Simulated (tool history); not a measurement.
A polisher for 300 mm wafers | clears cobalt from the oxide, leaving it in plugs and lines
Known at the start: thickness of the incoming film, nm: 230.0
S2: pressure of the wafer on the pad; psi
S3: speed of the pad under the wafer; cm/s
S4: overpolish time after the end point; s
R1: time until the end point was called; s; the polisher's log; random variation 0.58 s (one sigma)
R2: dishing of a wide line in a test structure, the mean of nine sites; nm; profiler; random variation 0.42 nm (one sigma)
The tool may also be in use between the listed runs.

Run 1, hour 0.0: flow of slurry (ml/min) 200, S2 2.4 psi, S3 82 cm/s, S4 30 s. Result: R1 46.314 s, R2 40.575 nm.
Run 2, hour 6.2: flow of slurry (ml/min) 250, S2 2.4 psi, S3 82 cm/s, S4 30 s. Result: R1 44.528 s, R2 40.488 nm.
Run 3, hour 13.1: flow of slurry (ml/min) 250, S2 2.6 psi, S3 82 cm/s, S4 30 s. Result: R1 41.541 s, R2 41.206 nm.
Run 4, hour 21.2: flow of slurry (ml/min) 230, S2 2.4 psi, S3 84 cm/s, S4 27 s. Result: R1 43.916 s, R2 40.559 nm.
Run 5, hour 29.8: flow of slurry (ml/min) 230, S2 2.2 psi, S3 86 cm/s, S4 24 s. Result: R1 45.338 s, R2 38.895 nm.
Run 6, hour 33.9: flow of slurry (ml/min) 230, S2 2.2 psi, S3 104 cm/s, S4 24 s. Result: R1 38.376 s, R2 39.719 nm.
Run 7, hour 41.2: flow of slurry (ml/min) 240, S2 2.0 psi, S3 102 cm/s, S4 22 s. Result: R1 42.090 s, R2 38.592 nm.

Forecast run 8:
Run 8, hour 43.3: flow of slurry (ml/min) 250, S2 1.9 psi, S3 100 cm/s, S4 20 s. Result: R1 ?, R2 ?.

{"run 8": {"R1": 44.175, "R2": 38.463}}
